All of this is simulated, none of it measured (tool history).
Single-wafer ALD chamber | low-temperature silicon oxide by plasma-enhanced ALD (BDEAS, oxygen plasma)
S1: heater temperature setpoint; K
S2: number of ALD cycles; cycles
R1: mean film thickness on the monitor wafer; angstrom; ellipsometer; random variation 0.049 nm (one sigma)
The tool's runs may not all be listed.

run,hour,S1,S2,R1
1,0,393.15,48,67.097
2,4.4,388.15,48,67.464
3,5.8,388.15,51,72.481
4,10.3,387.15,53,74.313
5,14.8,398.15,53,73.434
6,16.5,397.15,54,75.634
7,22.2,397.15,55,76.48

The next listed run, before its measurement:
# hour 30.5: thermocouple changed; heater temperature recalibrated
8,30.5,396.15,56,?

R1: 78.567 angstrom
